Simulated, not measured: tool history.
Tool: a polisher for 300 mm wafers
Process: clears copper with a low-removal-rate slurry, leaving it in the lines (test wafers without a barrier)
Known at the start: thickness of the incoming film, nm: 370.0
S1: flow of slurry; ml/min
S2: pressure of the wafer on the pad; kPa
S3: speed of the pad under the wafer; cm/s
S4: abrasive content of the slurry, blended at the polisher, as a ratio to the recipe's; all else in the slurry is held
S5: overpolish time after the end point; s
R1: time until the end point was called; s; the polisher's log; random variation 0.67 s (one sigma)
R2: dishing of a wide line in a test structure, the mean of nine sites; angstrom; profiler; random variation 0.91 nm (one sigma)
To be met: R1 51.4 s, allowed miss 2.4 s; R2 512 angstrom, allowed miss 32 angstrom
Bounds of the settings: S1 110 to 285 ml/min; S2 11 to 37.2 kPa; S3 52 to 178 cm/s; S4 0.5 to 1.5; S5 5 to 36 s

run	hour	S1	S2	S3	S4	S5	R1	R2
1	0	180	24.1	114	1	18	70.24	439.31
2	6.6	180	25.5	114	1	18	67.097	452.79
3	14.3	180	26.9	114	1	18	63.207	481.98
4	18	180	27.6	114	1	17	62.465	461.54
5	26.4	205	27.6	114	1	17	60.617	457.96
6	34	205	28.3	114	1	17	57.745	480.05
7	41.1	210	29	114	1	17	57.979	476.76
8	43.6	210	29.6	114	1	17	55.788	484.42
9	44.7	210	30.3	114	1	17	55.667	488.87
10	46.2	210	31	114	1	17	53.888	499.62

Which of these 5 next moves meets every target?
A	47.7	200	30.3	122	1.1	17	?	?
B	47.7	210	31	106	1	18	?	?
C	47.7	195	27.6	128	0.95	16	?	?
D	47.7	210	32.4	108	0.9	18	?	?
E	47.7	205	26.9	120	1.05	21	?	?

move	R1	R2
A	51.227	540.54
B	57.716	524.09
C	55.848	498.22
D	55.712	534.74
E	58.905	556.47
A: meets every target
B: further off than the last run
C: further off than the last run
D: further off than the last run
E: further off than the last run
Answer: A
